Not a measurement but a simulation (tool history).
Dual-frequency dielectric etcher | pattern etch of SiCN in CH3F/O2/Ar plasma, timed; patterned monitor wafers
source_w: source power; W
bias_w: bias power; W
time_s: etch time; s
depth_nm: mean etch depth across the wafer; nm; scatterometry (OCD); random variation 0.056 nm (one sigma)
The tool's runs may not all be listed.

| run | hour | source_w | bias_w | time_s | depth_nm |
|---|---|---|---|---|---|
| 1 | 0.0 | 390 | 56 | 101.5 | 30.352 |
| 2 | 8.7 | 390 | 56 | 101.5 | 30.314 |
| 3 | 12.8 | 360 | 55 | 101.5 | 29.673 |
| 4 | 17.8 | 300 | 55 | 101.5 | 28.087 |
| 5 | 21.0 | 290 | 54 | 101.5 | 27.904 |
| 6 | 29.4 | 290 | 64 | 101.5 | 28.734 |
| 7 | 37.6 | 280 | 60 | 101.5 | 28.127 |
| 8 | 42.8 | 270 | 57 | 101.5 | 27.462 |
| 9 | 43.8 | 260 | 56 | 101.5 | 27.220 |

Forecast run 10:
| 10 | 50.4 | 250 | 55 | 101.5 | ? |

depth_nm: 26.829 nm
